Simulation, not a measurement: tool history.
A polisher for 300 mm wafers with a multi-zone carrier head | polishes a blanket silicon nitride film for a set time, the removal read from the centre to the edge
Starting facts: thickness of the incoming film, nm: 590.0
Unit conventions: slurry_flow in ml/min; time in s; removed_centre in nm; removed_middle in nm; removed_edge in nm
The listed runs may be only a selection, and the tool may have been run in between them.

Run 1, hour 0.0: slurry_flow 235 ml/min, centre_zone 1.00, middle_zone 1.00, edge_zone 1.00, time 86 s. Result: removed_centre 73.524 nm, removed_middle 74.731 nm, removed_edge 74.282 nm.
Run 2, hour 3.5: slurry_flow 235 ml/min, centre_zone 1.00, middle_zone 1.00, edge_zone 1.00, time 66 s. Result: removed_centre 58.193 nm, removed_middle 57.101 nm, removed_edge 57.632 nm.
Run 3, hour 5.6: slurry_flow 195 ml/min, centre_zone 1.00, middle_zone 1.00, edge_zone 1.00, time 66 s. Result: removed_centre 55.494 nm, removed_middle 55.131 nm, removed_edge 54.621 nm.
Run 4, hour 9.7: slurry_flow 195 ml/min, centre_zone 0.93, middle_zone 1.00, edge_zone 1.00, time 66 s. Result: removed_centre 52.834 nm, removed_middle 55.007 nm, removed_edge 55.571 nm.
At hour 10.2: slurry nozzle cleaned.
Run 5, hour 10.2: slurry_flow 195 ml/min, centre_zone 0.93, middle_zone 1.00, edge_zone 1.08, time 66 s. Result: removed_centre 54.241 nm, removed_middle 58.827 nm, removed_edge 59.546 nm.
Run 6, hour 17.2: slurry_flow 195 ml/min, centre_zone 0.99, middle_zone 1.00, edge_zone 1.08, time 66 s. Result: removed_centre 57.941 nm, removed_middle 58.258 nm, removed_edge 59.545 nm.

The next listed run, before its measurement:
Run 7, hour 25.9: slurry_flow 220 ml/min, centre_zone 0.97, middle_zone 1.02, edge_zone 1.10, time 71 s. Result: removed_centre ?, removed_middle ?, removed_edge ?.

Run 7 produced removed_centre 63.039 nm, removed_middle 64.354 nm, removed_edge 65.142 nm.
